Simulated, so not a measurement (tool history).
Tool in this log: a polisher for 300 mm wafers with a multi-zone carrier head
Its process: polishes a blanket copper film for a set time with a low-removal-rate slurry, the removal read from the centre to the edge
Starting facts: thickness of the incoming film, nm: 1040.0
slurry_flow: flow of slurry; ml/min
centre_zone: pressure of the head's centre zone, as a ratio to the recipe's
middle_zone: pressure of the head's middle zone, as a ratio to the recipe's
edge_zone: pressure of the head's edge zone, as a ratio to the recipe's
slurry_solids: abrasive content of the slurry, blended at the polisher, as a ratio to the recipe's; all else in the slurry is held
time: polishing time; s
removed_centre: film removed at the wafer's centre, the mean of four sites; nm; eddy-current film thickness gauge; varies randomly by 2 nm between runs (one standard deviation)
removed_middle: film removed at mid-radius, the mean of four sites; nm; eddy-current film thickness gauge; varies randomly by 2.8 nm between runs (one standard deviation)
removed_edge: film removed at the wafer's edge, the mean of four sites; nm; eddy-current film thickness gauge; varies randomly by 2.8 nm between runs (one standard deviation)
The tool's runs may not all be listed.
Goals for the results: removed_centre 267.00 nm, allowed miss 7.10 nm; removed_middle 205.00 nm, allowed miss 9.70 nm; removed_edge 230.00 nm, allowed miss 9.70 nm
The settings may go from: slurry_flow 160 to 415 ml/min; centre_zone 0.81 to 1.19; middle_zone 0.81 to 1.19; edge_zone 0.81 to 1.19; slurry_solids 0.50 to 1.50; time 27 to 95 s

run	hour	slurry_flow	centre_zone	middle_zone	edge_zone	slurry_solids	time	removed_centre	removed_middle	removed_edge
1	0.0	265	1.00	1.00	1.00	1.00	61	163.66	154.82	156.74
2	1.3	270	1.03	1.00	1.03	1.10	63	176.52	159.56	171.40
3	10.2	280	1.06	1.01	1.03	1.15	65	188.92	170.48	173.25
4	17.5	280	1.06	1.01	1.03	1.15	52	152.75	138.83	139.06
5	22.4	280	1.06	0.94	1.03	1.15	52	152.66	130.81	138.93
6	25.6	285	1.08	0.94	1.04	1.20	56	166.30	141.25	152.38
7	30.5	290	1.10	0.94	1.04	1.25	60	183.15	151.70	163.78
8	36.5	295	1.12	0.94	1.05	1.30	63	200.28	162.38	174.03
9	41.9	295	1.13	0.94	1.07	1.35	65	209.59	166.94	184.93
10	42.6	300	1.14	0.95	1.08	1.40	67	217.16	175.13	196.07
11	46.6	305	1.15	0.95	1.08	1.40	68	224.27	179.06	198.30
12	54.6	310	1.16	0.95	1.08	1.40	69	227.46	178.59	196.65

Next run, 4 choices. One meets every target within its allowed miss, the rest don't. Which?
A	62.6	345	1.15	0.90	1.05	1.50	79	?	?	?
B	62.6	265	1.11	0.99	1.19	1.50	84	?	?	?
C	62.6	335	1.06	0.87	1.19	1.45	82	?	?	?
D	62.6	340	1.04	1.18	0.96	1.45	68	?	?	?

move	removed_centre	removed_middle	removed_edge
A	264.90	203.79	227.91
B	264.47	228.82	253.07
C	251.07	204.02	250.30
D	204.98	219.30	185.88
A: hits every target within its allowed miss
B: the furthest-off result lands on target, but another misses its tolerance
C: gains on the last run, yet a result remains outside its allowed miss
D: moves away from the targets compared with the last run
Correct choice: A, which meets every target
